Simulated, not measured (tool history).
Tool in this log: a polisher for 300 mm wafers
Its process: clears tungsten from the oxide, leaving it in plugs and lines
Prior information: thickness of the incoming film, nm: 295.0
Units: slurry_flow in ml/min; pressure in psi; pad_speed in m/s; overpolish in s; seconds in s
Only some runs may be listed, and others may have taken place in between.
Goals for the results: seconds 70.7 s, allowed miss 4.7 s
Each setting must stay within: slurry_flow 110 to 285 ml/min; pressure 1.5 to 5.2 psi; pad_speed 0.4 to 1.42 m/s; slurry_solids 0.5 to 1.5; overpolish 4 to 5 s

run	day	slurry_flow	pressure	pad_speed	slurry_solids	overpolish	seconds
1	0	180	3.3	0.9	1	5	97.933
2	0.117	180	3.4	0.9	1	5	92.196
3	0.417	180	3.5	0.9	1	5	93.317
4	0.571	180	3.5	0.9	0.95	5	92.084
5	0.746	180	3.6	0.9	0.95	5	90.274
6	1.079	180	3.7	0.9	0.95	5	87.077
7	1.367	180	3.8	0.9	0.95	5	84.725
8	1.725	180	3.9	0.9	0.95	5	83.4

Next run, 5 choices. One meets every target within its allowed miss, the rest don't. Which?
A	2.083	205	3.9	1.18	1.15	4	?
B	2.083	200	4.9	0.92	1.3	5	?
C	2.083	190	4.7	1.06	0.95	5	?
D	2.083	160	4.2	1.04	0.65	5	?
E	2.083	190	4.2	0.66	0.9	5	?

move	seconds
A	60.289
B	60.184
C	58.126
D	71.423
E	103.58
A: moves the result that the last run missed by most past its target, out the other side
B: moves the result that the last run missed by most past its target, out the other side
C: moves the result that the last run missed by most past its target, out the other side
D: hits every target within its allowed miss
E: the biggest miss grows against the last run
The move that meets every target is D.
